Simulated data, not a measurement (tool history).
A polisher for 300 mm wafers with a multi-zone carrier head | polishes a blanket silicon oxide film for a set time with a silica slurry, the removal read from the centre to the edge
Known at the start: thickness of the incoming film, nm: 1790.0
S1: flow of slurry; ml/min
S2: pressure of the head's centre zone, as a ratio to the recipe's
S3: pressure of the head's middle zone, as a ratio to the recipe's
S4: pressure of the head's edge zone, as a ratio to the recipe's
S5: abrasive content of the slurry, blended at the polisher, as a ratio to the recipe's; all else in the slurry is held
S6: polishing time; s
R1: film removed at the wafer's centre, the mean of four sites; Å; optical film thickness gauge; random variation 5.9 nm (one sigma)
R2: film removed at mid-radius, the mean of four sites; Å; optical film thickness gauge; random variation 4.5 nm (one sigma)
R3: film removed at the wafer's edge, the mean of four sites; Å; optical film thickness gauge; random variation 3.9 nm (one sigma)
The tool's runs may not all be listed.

run,hour,S1,S2,S3,S4,S5,S6,R1,R2,R3
1,0,290,1,1,1,1,74,3152.5,3064.9,3116
2,4.8,290,0.99,1.02,1.03,1.1,74,3121,3261.8,3233
3,9.7,290,1,1.01,1.05,1.2,76,3313.7,3426.7,3479.2
4,12.5,290,1,1.01,1.05,1,76,3168.6,3257.2,3229.4
5,14.1,290,1.01,1.01,1.06,1.15,77,3474,3448.3,3396.1
6,16.9,295,1,1,1.06,1.25,79,3494.2,3520.6,3737.2
7,23,300,1.01,1.01,1.07,1.3,80,3741.9,3708.7,3747.6

Forecast run 8:
8,31.8,300,1,1.01,1.07,1.35,81,?,?,?

{"run 8": {"R1": 3789.4, "R2": 3800.7, "R3": 3890.3}}
